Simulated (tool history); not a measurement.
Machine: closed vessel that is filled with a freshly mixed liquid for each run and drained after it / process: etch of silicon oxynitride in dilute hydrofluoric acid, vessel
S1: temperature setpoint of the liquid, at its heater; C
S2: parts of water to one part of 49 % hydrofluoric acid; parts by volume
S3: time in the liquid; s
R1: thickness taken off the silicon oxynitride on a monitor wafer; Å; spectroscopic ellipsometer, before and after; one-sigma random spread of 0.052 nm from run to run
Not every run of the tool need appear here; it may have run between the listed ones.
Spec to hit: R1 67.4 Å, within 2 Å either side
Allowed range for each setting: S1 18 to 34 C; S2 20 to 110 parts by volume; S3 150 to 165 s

run 1 hour=0 | S1=26 S2=60 S3=150 | R1=79.22
run 2 hour=9 | S1=26 S2=40 S3=150 | R1=122
run 3 hour=10.9 | S1=26 S2=40 S3=165 | R1=134.27
run 4 hour=19.8 | S1=29 S2=40 S3=165 | R1=153.8
run 5 hour=21.9 | S1=25.5 S2=45 S3=165 | R1=116.05
run 6 hour=29.5 | S1=25.5 S2=45 S3=165 | R1=114.36
run 7 hour=30.1 | S1=23 S2=45 S3=165 | R1=102.43
run 8 hour=30.7 | S1=21.5 S2=50 S3=165 | R1=85.997
run 9 hour=34.8 | S1=20.5 S2=50 S3=165 | R1=80.247

Which single option among these 4 for the next run brings every result within its allowed miss of target? Just one does.
run A hour=38.9 | S1=19 S2=50 S3=150 | R1=?
run B hour=38.9 | S1=23 S2=45 S3=165 | R1=?
run C hour=38.9 | S1=20 S2=60 S3=150 | R1=?
run D hour=38.9 | S1=21 S2=40 S3=165 | R1=?

move=A R1=68.719
move=B R1=102.96
move=C R1=59.809
move=D R1=105.22
A: every result within its allowed miss
B: its largest miss is bigger than the last run's
C: takes the result that was furthest off past its target
D: its largest miss is bigger than the last run's
Answer: A
